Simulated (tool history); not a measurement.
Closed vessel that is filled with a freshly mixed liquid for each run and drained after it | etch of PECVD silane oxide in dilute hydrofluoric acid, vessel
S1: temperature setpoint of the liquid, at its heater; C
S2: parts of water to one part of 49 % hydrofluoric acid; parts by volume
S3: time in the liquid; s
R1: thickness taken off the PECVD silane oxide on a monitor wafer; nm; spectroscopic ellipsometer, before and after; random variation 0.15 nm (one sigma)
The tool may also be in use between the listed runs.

{"run": 1, "hour": 0.0, "S1": 26, "S2": 95, "S3": 30, "R1": 11.121}
{"run": 2, "hour": 5.4, "S1": 24, "S2": 95, "S3": 30, "R1": 10.157}
{"run": 3, "hour": 12.9, "S1": 24, "S2": 70, "S3": 30, "R1": 13.979}
{"run": 4, "hour": 19.6, "S1": 24, "S2": 105, "S3": 30, "R1": 8.993}
{"run": 5, "hour": 28.2, "S1": 27, "S2": 105, "S3": 30, "R1": 10.149}
{"run": 6, "hour": 35.8, "S1": 27, "S2": 105, "S3": 30, "R1": 10.142}

Expected results for the next run?
{"run": 7, "hour": 44.6, "S1": 28.5, "S2": 100, "S3": 30, "R1": "?"}

{"run 7": {"R1": 11.406}}
